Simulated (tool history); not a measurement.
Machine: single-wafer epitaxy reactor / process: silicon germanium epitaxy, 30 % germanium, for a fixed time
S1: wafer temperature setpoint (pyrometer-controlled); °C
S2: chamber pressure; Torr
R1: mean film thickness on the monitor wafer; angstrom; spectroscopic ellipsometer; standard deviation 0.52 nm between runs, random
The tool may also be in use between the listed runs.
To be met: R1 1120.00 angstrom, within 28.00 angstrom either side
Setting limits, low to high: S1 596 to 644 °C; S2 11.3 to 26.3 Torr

run	day	S1	S2	R1
1	0.000	620	18.8	803.99
2	0.300	629	18.8	947.72
3	0.538	631	18.9	983.39
4	0.629	621	18.9	819.02
5	0.992	625	19.0	881.18
6	1.325	625	16.0	832.46
7	1.354	629	16.1	896.37
8	1.454	632	16.2	941.54
9	1.750	634	16.3	971.34
10	2.008	636	16.4	1017.70
11	2.125	637	16.4	1035.90
12	2.283	638	16.4	1048.90
13	2.367	639	16.4	1065.60

Pick the move, out of 4, that brings all results within their allowed miss; only one does.
A	2.450	638	14.0	?
B	2.450	633	15.5	?
C	2.450	644	14.0	?
D	2.450	644	17.1	?

move	R1
A	992.55
B	942.31
C	1101.30
D	1182.20
A: moves away from the targets compared with the last run
B: moves away from the targets compared with the last run
C: hits every target within its allowed miss
D: the result that was furthest off in the last run now lies on the other side of its target
C meets every target.
